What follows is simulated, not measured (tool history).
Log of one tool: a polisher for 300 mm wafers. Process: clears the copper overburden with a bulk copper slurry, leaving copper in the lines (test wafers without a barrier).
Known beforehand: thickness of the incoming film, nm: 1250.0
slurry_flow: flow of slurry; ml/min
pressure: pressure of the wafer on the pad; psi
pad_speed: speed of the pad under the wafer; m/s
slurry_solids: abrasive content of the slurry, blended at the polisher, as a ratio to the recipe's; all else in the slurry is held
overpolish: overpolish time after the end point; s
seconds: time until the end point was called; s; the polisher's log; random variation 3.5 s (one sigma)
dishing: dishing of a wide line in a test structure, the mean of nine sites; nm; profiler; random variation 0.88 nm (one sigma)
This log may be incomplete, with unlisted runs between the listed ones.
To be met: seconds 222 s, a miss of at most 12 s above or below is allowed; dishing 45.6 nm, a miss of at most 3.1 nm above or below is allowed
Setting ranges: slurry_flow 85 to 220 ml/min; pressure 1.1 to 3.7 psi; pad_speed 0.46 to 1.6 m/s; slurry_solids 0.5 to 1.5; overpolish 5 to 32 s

run	hour	slurry_flow	pressure	pad_speed	slurry_solids	overpolish	seconds	dishing
1	0	140	2.4	1.02	1	16	123.94	76.828
2	6.1	140	2.4	1.02	0.9	16	120.55	75.787
3	11	140	2.7	1.02	0.9	16	112.27	82.624
4	16.7	135	2.2	0.96	0.9	15	151.31	68.139
5	18.9	135	1.9	0.96	0.9	13	167.65	58.021
6	23.3	130	1.7	0.96	0.9	12	183.49	50.417
7	26.8	125	1.6	0.96	0.9	12	201.18	45.19
8	34.1	120	1.6	0.94	0.9	13	210.22	46.829
9	42.8	115	1.6	0.94	0.9	13	201.74	47.703

Which one of the following 5 next-run settings gets every result inside its allowed miss? There is exactly one.
A	51.5	85	1.3	1.14	1	13	?	?
B	51.5	120	1.6	1.06	1	10	?	?
C	51.5	130	2.1	0.88	0.95	12	?	?
D	51.5	155	2.1	0.72	1.05	13	?	?
E	51.5	90	1.8	1.06	0.95	10	?	?

move	seconds	dishing
A	222.42	44.153
B	183.51	42.85
C	168.65	53.023
D	195.07	50.677
E	174.78	44.85
A: all results land within tolerance of their targets
B: moves away from the targets compared with the last run
C: moves away from the targets compared with the last run
D: moves away from the targets compared with the last run
E: moves away from the targets compared with the last run
The right move is A.
